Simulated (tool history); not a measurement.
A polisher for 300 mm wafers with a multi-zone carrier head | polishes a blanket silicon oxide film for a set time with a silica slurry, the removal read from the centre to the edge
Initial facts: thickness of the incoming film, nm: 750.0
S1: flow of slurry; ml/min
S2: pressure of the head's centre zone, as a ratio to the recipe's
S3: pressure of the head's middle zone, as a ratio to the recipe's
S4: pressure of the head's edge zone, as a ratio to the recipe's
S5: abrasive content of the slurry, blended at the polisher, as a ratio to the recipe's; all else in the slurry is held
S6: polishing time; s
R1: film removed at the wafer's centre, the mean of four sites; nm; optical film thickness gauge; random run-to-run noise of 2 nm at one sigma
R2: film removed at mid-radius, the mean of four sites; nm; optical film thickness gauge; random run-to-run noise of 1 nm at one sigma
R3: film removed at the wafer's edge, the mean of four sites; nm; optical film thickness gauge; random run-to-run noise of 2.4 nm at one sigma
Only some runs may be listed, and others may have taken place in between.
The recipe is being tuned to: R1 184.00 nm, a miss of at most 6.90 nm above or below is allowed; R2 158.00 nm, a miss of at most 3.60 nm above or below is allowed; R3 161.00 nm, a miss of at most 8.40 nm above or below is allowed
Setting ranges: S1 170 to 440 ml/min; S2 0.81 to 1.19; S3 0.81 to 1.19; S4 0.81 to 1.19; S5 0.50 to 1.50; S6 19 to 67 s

Run 1, hour 0.0: S1 280 ml/min, S2 1.00, S3 1.00, S4 1.00, S5 1.00, S6 43 s. Result: R1 110.85 nm, R2 109.34 nm, R3 113.81 nm.
Run 2, hour 1.1: S1 280 ml/min, S2 1.00, S3 1.00, S4 0.94, S5 1.00, S6 43 s. Result: R1 112.03 nm, R2 108.67 nm, R3 108.10 nm.
Run 3, hour 6.9: S1 280 ml/min, S2 0.95, S3 1.00, S4 0.94, S5 1.00, S6 43 s. Result: R1 105.43 nm, R2 109.88 nm, R3 111.48 nm.
Run 4, hour 11.1: S1 290 ml/min, S2 0.99, S3 1.01, S4 0.98, S5 1.10, S6 44 s. Result: R1 117.55 nm, R2 118.54 nm, R3 115.39 nm.
Run 5, hour 19.6: S1 275 ml/min, S2 1.01, S3 0.99, S4 1.01, S5 1.20, S6 46 s. Result: R1 132.17 nm, R2 125.30 nm, R3 133.40 nm.
Run 6, hour 25.1: S1 275 ml/min, S2 1.01, S3 0.99, S4 1.08, S5 1.20, S6 46 s. Result: R1 131.05 nm, R2 126.43 nm, R3 138.41 nm.
Run 7, hour 26.2: S1 275 ml/min, S2 1.04, S3 1.01, S4 1.09, S5 1.25, S6 46 s. Result: R1 139.58 nm, R2 130.85 nm, R3 143.00 nm.
Run 8, hour 29.0: S1 285 ml/min, S2 1.07, S3 1.03, S4 1.10, S5 1.30, S6 46 s. Result: R1 144.58 nm, R2 137.18 nm, R3 141.31 nm.
Run 9, hour 32.2: S1 285 ml/min, S2 1.09, S3 1.03, S4 1.11, S5 1.35, S6 47 s. Result: R1 156.43 nm, R2 141.01 nm, R3 149.45 nm.
Run 10, hour 34.7: S1 290 ml/min, S2 1.11, S3 1.04, S4 1.12, S5 1.40, S6 47 s. Result: R1 160.00 nm, R2 144.75 nm, R3 152.26 nm.
Run 11, hour 43.1: S1 295 ml/min, S2 1.13, S3 1.05, S4 1.12, S5 1.40, S6 47 s. Result: R1 163.93 nm, R2 146.28 nm, R3 153.07 nm.
Run 12, hour 46.0: S1 360 ml/min, S2 1.19, S3 1.09, S4 1.13, S5 1.45, S6 47 s. Result: R1 175.45 nm, R2 154.86 nm, R3 157.12 nm.

Consider the 5 candidate settings below. Which is the only one whose results all fall within their allowed miss of target?
Run A, hour 48.9: S1 360 ml/min, S2 1.12, S3 1.01, S4 1.08, S5 1.50, S6 47 s. Result: R1 ?, R2 ?, R3 ?.
Run B, hour 48.9: S1 270 ml/min, S2 1.19, S3 1.15, S4 0.91, S5 1.00, S6 58 s. Result: R1 ?, R2 ?, R3 ?.
Run C, hour 48.9: S1 340 ml/min, S2 1.16, S3 1.05, S4 1.06, S5 1.25, S6 53 s. Result: R1 ?, R2 ?, R3 ?.
Run D, hour 48.9: S1 305 ml/min, S2 1.19, S3 1.00, S4 1.05, S5 1.50, S6 49 s. Result: R1 ?, R2 ?, R3 ?.
Run E, hour 48.9: S1 380 ml/min, S2 1.02, S3 1.09, S4 1.18, S5 1.50, S6 47 s. Result: R1 ?, R2 ?, R3 ?.

move      R1      R2      R3
   A  171.20  147.83  155.96
   B  182.36  162.82  144.63
   C  184.66  158.21  160.98
   D  187.25  151.20  158.91
   E  156.51  156.71  163.51
A: misses by more than the last run did
B: meets the target for the result that was furthest off, but another lies outside its allowed miss
C: in spec on every target
D: meets the target for the result that was furthest off, but another lies outside its allowed miss
E: misses by more than the last run did
The right move is C.
